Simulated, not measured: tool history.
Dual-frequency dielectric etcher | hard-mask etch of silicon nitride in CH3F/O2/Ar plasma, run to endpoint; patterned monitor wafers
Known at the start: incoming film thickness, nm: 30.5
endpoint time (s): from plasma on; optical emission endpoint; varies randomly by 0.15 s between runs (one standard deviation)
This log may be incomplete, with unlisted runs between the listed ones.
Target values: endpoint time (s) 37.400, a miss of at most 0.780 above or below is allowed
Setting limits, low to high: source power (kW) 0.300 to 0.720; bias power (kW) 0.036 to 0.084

run	hour	source power (kW)	bias power (kW)	endpoint time (s)
1	0.0	0.510	0.060	42.192
2	1.0	0.420	0.060	45.056
3	8.3	0.510	0.060	42.578
4	9.3	0.420	0.060	45.108
5	13.1	0.490	0.062	42.484
6	19.6	0.490	0.052	44.635
7	23.9	0.550	0.055	42.274
8	24.8	0.650	0.062	38.188

4 next moves are on the table. One of them brings every result within its allowed miss. Which?
A	25.7	0.610	0.061	?
B	25.7	0.640	0.057	?
C	25.7	0.550	0.069	?
D	25.7	0.660	0.066	?

move	endpoint time (s)
A	39.404
B	39.474
C	39.432
D	37.449
A: the biggest miss grows against the last run
B: the biggest miss grows against the last run
C: the biggest miss grows against the last run
D: each result inside its tolerance
D is the move that brings every result within its allowed miss.
